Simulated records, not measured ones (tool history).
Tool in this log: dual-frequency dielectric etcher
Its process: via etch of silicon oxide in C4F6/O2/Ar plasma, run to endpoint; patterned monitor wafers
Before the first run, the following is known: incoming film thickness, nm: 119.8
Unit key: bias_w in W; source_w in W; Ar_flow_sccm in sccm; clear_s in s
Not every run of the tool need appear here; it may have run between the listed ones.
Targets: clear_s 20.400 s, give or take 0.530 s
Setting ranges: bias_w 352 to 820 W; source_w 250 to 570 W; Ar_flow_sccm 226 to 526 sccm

{"run": 1, "hour": 0.0, "bias_w": 586, "source_w": 410, "Ar_flow_sccm": 376, "clear_s": 24.891}
{"run": 2, "hour": 1.1, "bias_w": 636, "source_w": 430, "Ar_flow_sccm": 371, "clear_s": 23.709}
{"run": 3, "hour": 2.0, "bias_w": 675, "source_w": 450, "Ar_flow_sccm": 366, "clear_s": 22.875}
{"run": 4, "hour": 5.1, "bias_w": 705, "source_w": 470, "Ar_flow_sccm": 362, "clear_s": 22.008}
{"run": 5, "hour": 9.6, "bias_w": 705, "source_w": 470, "Ar_flow_sccm": 408, "clear_s": 22.511}
{"run": 6, "hour": 10.9, "bias_w": 728, "source_w": 480, "Ar_flow_sccm": 403, "clear_s": 21.949}
{"run": 7, "hour": 16.8, "bias_w": 746, "source_w": 490, "Ar_flow_sccm": 400, "clear_s": 21.498}
{"run": 8, "hour": 21.3, "bias_w": 760, "source_w": 500, "Ar_flow_sccm": 398, "clear_s": 21.052}
{"run": 9, "hour": 23.6, "bias_w": 770, "source_w": 500, "Ar_flow_sccm": 397, "clear_s": 21.336}

Exactly one of the 5 candidate moves below puts every result within its allowed miss. Which one?
{"run": "A", "hour": 25.9, "bias_w": 649, "source_w": 510, "Ar_flow_sccm": 351, "clear_s": "?"}
{"run": "B", "hour": 25.9, "bias_w": 815, "source_w": 570, "Ar_flow_sccm": 301, "clear_s": "?"}
{"run": "C", "hour": 25.9, "bias_w": 820, "source_w": 560, "Ar_flow_sccm": 380, "clear_s": "?"}
{"run": "D", "hour": 25.9, "bias_w": 820, "source_w": 520, "Ar_flow_sccm": 423, "clear_s": "?"}
{"run": "E", "hour": 25.9, "bias_w": 766, "source_w": 490, "Ar_flow_sccm": 410, "clear_s": "?"}

move=A clear_s=21.804
move=B clear_s=18.666
move=C clear_s=19.550
move=D clear_s=20.490
move=E clear_s=21.413
A: further off than the last run
B: takes the biggest miss from the last run beyond its target
C: takes the biggest miss from the last run beyond its target
D: hits every target within its allowed miss
E: further off than the last run
D meets every target.
